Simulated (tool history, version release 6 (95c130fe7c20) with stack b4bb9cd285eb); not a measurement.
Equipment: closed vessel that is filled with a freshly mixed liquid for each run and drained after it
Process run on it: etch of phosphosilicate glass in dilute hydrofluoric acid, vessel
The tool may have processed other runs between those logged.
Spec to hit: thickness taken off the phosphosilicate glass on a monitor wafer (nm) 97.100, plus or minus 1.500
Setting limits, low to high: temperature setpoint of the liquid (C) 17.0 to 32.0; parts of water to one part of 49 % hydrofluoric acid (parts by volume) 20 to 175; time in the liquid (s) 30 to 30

| run | hour | temperature setpoint of the liquid (C) | parts of water to one part of 49 % hydrofluoric acid (parts by volume) | time in the liquid (s) | thickness taken off the phosphosilicate glass on a monitor wafer (nm) |
|---|---|---|---|---|---|
| 1 | 0.0 | 24.0 | 95 | 30 | 63.256 |
| 2 | 4.4 | 24.0 | 95 | 30 | 62.562 |
| 3 | 7.1 | 24.0 | 95 | 30 | 62.629 |
| 4 | 11.6 | 26.5 | 90 | 30 | 73.593 |
| 5 | 15.6 | 30.0 | 90 | 30 | 84.497 |
| 6 | 22.0 | 30.0 | 90 | 30 | 84.739 |
| 7 | 24.8 | 30.5 | 90 | 30 | 85.736 |
| 8 | 30.8 | 30.5 | 90 | 30 | 85.440 |
| 9 | 34.4 | 31.0 | 90 | 30 | 86.981 |
| 10 | 36.3 | 31.5 | 90 | 30 | 89.366 |

Next run, 5 choices. One meets every target within its allowed miss, the rest don't. Which?
| A | 38.2 | 31.5 | 85 | 30 | ? |
| B | 38.2 | 31.0 | 95 | 30 | ? |
| C | 38.2 | 29.5 | 75 | 30 | ? |
| D | 38.2 | 31.0 | 85 | 30 | ? |
| E | 38.2 | 32.0 | 85 | 30 | ? |

| move | thickness taken off the phosphosilicate glass on a monitor wafer (nm) |
|---|---|
| A | 94.941 |
| B | 82.149 |
| C | 101.210 |
| D | 93.174 |
| E | 96.734 |
A: an improvement on the last run, though not all results are within tolerance
B: misses by more than the last run did
C: pushes the last run's worst result past its target
D: an improvement on the last run, though not all results are within tolerance
E: meets every target
The right move is E.
